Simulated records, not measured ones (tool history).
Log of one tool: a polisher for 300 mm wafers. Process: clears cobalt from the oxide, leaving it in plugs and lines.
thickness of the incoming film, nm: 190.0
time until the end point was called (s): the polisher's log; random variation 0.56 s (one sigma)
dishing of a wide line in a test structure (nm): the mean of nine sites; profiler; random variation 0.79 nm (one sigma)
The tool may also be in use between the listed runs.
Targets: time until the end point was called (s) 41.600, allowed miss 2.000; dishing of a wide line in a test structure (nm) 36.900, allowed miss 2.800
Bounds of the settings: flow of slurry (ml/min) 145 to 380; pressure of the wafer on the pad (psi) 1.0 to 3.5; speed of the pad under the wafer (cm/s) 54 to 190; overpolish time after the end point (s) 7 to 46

run  hour  flow of slurry (ml/min)  pressure of the wafer on the pad (psi)  speed of the pad under the wafer (cm/s)  overpolish time after the end point (s)  time until the end point was called (s)  dishing of a wide line in a test structure (nm)
  1   0.0                      245                                     2.2                                      122                                       24                                   28.771                                           54.604
  2   7.4                      245                                     2.2                                      122                                       18                                   28.470                                           50.645
  3  13.4                      245                                     2.5                                      122                                       18                                   26.733                                           52.496
  4  15.1                      190                                     2.5                                      122                                       18                                   26.748                                           51.359
  5  21.6                      180                                     2.2                                      124                                       16                                   29.030                                           48.012
  6  23.1                      215                                     2.2                                      124                                       16                                   27.607                                           48.282
  7  26.9                      210                                     2.0                                      120                                       15                                   31.026                                           46.140
  8  33.4                      210                                     1.8                                      120                                       14                                   32.363                                           41.925
  9  36.9                      210                                     1.7                                      118                                       15                                   34.945                                           43.454
 10  40.5                      180                                     1.6                                      102                                        7                                   42.407                                           25.037
 11  44.3                      185                                     1.6                                      104                                        9                                   41.562                                           30.016
 12  52.9                      185                                     1.6                                      104                                       10                                   39.976                                           32.445
 13  59.4                      185                                     1.6                                      104                                       11                                   40.662                                           33.182

5 next moves are on the table. One of them brings every result within its allowed miss. Which?
  A  65.9                      160                                     1.7                                       92                                       18                                        ?                                                ?
  B  65.9                      155                                     1.6                                      106                                       13                                        ?                                                ?
  C  65.9                      190                                     1.5                                      104                                       10                                        ?                                                ?
  D  65.9                      145                                     1.7                                      102                                       23                                        ?                                                ?
  E  65.9                      175                                     1.5                                      108                                       19                                        ?                                                ?

move  time until the end point was called (s)  dishing of a wide line in a test structure (nm)
   A                                   46.073                                           42.781
   B                                   41.742                                           37.888
   C                                   42.969                                           31.639
   D                                   42.246                                           49.206
   E                                   41.826                                           45.823
A: takes the result that was furthest off past its target
B: meets every target
C: further off than the last run
D: takes the result that was furthest off past its target
E: takes the result that was furthest off past its target
Move B is the one to make.

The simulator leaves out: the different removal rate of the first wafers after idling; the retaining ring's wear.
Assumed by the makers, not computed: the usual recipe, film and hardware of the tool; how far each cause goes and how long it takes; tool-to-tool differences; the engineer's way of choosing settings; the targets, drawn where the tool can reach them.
